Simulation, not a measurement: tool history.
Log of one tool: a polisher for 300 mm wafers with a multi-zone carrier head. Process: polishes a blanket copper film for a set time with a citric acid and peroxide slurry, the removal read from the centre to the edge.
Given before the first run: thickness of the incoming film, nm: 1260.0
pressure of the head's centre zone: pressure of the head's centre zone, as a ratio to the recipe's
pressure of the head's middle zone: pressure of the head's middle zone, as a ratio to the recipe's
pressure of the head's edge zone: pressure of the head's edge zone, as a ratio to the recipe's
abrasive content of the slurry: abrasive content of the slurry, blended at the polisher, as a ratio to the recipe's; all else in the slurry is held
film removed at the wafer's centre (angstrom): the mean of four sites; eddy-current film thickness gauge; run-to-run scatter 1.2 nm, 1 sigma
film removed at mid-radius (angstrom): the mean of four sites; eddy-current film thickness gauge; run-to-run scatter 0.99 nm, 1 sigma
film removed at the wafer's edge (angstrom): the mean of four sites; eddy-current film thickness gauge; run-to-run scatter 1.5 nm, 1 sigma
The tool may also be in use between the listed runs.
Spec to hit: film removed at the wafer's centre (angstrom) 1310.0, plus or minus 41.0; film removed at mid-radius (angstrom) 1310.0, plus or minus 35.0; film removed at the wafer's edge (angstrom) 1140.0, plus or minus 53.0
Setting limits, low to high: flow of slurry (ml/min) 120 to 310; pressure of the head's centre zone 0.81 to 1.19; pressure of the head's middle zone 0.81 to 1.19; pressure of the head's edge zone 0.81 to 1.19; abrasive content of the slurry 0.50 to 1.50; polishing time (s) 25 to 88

run,hour,flow of slurry (ml/min),pressure of the head's centre zone,pressure of the head's middle zone,pressure of the head's edge zone,abrasive content of the slurry,polishing time (s),film removed at the wafer's centre (angstrom),film removed at mid-radius (angstrom),film removed at the wafer's edge (angstrom)
1,0.0,200,1.00,1.00,1.00,1.00,56,1631.7,1594.3,1604.8
2,5.2,165,1.00,1.00,1.00,1.00,56,1574.8,1552.6,1579.3
3,10.5,185,1.00,1.00,1.00,1.00,56,1614.5,1563.5,1598.8
4,18.1,190,1.00,1.01,0.96,0.90,54,1542.0,1513.7,1497.3
5,19.9,190,1.00,1.08,0.96,0.90,54,1518.4,1596.9,1471.6
6,28.0,190,0.92,1.08,0.96,0.90,54,1430.5,1600.8,1515.9
7,30.2,185,0.95,1.08,0.93,0.80,53,1423.0,1541.2,1399.1
8,37.4,150,0.97,0.99,0.83,0.55,51,1211.7,1220.4,1133.9
9,40.0,160,0.98,1.00,0.83,0.55,51,1255.7,1268.4,1135.4

Which of these 4 next moves meets every target?
A,42.6,175,1.02,0.96,0.81,0.55,51,?,?,?
B,42.6,180,1.06,0.98,0.81,0.55,50,?,?,?
C,42.6,190,1.08,1.09,0.85,0.55,48,?,?,?
D,42.6,160,0.93,1.07,0.82,0.75,48,?,?,?

move,film removed at the wafer's centre (angstrom),film removed at mid-radius (angstrom),film removed at the wafer's edge (angstrom)
A,1288.6,1223.9,1188.0
B,1305.0,1227.0,1168.8
C,1283.6,1301.2,1152.4
D,1182.1,1312.4,1171.9
A: gets the furthest-off result to its target, but another result is out of tolerance
B: gets the furthest-off result to its target, but another result is out of tolerance
C: each result inside its tolerance
D: the biggest miss grows against the last run
C is the move that brings every result within its allowed miss.
